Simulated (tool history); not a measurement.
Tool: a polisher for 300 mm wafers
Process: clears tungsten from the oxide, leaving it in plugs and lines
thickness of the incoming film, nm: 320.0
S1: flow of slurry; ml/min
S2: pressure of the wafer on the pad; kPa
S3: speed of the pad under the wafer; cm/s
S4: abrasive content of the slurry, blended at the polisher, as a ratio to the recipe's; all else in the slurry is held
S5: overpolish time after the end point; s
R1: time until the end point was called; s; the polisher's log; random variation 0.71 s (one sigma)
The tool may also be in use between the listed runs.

run	hour	S1	S2	S3	S4	S5	R1
1	0	150	21.4	132	1	5	73.944
2	7.6	150	24.1	136	1	5	65.14
3	10.4	150	26.2	142	1	5	59.82
4	18.3	150	28.3	152	1	5	53.215
5	24.9	165	28.3	152	1	5	50.808
6	26	170	29.6	156	1	5	47.8

Forecast run 7:
7	30.5	170	30.3	160	1	5	?

Run 7 gave R1 46.039 s.
